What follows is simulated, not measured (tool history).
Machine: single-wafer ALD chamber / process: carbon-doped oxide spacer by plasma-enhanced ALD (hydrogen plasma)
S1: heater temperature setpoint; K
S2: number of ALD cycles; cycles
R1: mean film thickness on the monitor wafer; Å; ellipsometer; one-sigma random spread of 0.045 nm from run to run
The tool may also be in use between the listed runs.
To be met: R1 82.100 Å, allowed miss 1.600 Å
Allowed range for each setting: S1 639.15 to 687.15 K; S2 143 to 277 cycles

{"run": 1, "hour": 0.0, "S1": 663.15, "S2": 210, "R1": 103.01}
{"run": 2, "hour": 6.8, "S1": 663.15, "S2": 200, "R1": 97.837}
{"run": 3, "hour": 9.0, "S1": 663.15, "S2": 192, "R1": 94.027}
{"run": 4, "hour": 15.2, "S1": 670.15, "S2": 192, "R1": 92.866}
{"run": 5, "hour": 16.4, "S1": 670.15, "S2": 216, "R1": 104.25}
{"run": 6, "hour": 19.1, "S1": 671.15, "S2": 205, "R1": 98.842}
{"run": 7, "hour": 19.9, "S1": 672.15, "S2": 197, "R1": 94.156}
{"run": 8, "hour": 27.2, "S1": 673.15, "S2": 192, "R1": 92.184}
{"run": 9, "hour": 29.7, "S1": 674.15, "S2": 187, "R1": 89.094}
{"run": 10, "hour": 37.9, "S1": 675.15, "S2": 184, "R1": 88.214}
{"run": 11, "hour": 38.7, "S1": 676.15, "S2": 181, "R1": 85.892}
{"run": 12, "hour": 40.8, "S1": 677.15, "S2": 179, "R1": 84.331}

Which one of the following 5 next-run settings gets every result inside its allowed miss? There is exactly one.
{"run": "A", "hour": 42.9, "S1": 679.15, "S2": 185, "R1": "?"}
{"run": "B", "hour": 42.9, "S1": 659.15, "S2": 168, "R1": "?"}
{"run": "C", "hour": 42.9, "S1": 678.15, "S2": 185, "R1": "?"}
{"run": "D", "hour": 42.9, "S1": 665.15, "S2": 178, "R1": "?"}
{"run": "E", "hour": 42.9, "S1": 673.15, "S2": 178, "R1": "?"}

move=A R1=86.620
move=B R1=82.030
move=C R1=86.929
move=D R1=86.913
move=E R1=85.126
A: its largest miss is bigger than the last run's
B: every result lands within tolerance
C: its largest miss is bigger than the last run's
D: its largest miss is bigger than the last run's
E: its largest miss is bigger than the last run's
B meets every target.
